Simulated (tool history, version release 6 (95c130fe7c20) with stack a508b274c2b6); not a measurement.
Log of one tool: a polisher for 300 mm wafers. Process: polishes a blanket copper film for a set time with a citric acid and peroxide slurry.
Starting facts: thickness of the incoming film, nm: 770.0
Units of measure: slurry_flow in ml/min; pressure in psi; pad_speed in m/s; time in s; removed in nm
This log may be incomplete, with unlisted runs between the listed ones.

| run | day | slurry_flow | pressure | pad_speed | slurry_solids | time | removed |
|---|---|---|---|---|---|---|---|
| 1 | 0 | 235 | 3.1 | 1.24 | 1 | 34 | 82.325 |
| 2 | 0.038 | 235 | 3.1 | 1.24 | 1 | 34 | 80.298 |
| 3 | 0.238 | 235 | 3.3 | 1.24 | 1 | 34 | 84.492 |
| 4 | 0.346 | 205 | 3.3 | 1.24 | 1 | 34 | 84.316 |
| 5 | 0.546 | 205 | 3.3 | 1.24 | 1 | 34 | 85.447 |
| 6 | 0.85 | 205 | 3.3 | 1.24 | 1.15 | 34 | 87.044 |
| 7 | 1.133 | 205 | 3.5 | 1.24 | 1.15 | 34 | 91.711 |
| 8 | 1.279 | 205 | 3.7 | 1.24 | 1.15 | 34 | 97.71 |

Run 9, settings as shown, results not yet in. Your forecast:
| 9 | 1.429 | 205 | 3.7 | 1.24 | 1.15 | 34 | ? |

removed: 96.816 nm

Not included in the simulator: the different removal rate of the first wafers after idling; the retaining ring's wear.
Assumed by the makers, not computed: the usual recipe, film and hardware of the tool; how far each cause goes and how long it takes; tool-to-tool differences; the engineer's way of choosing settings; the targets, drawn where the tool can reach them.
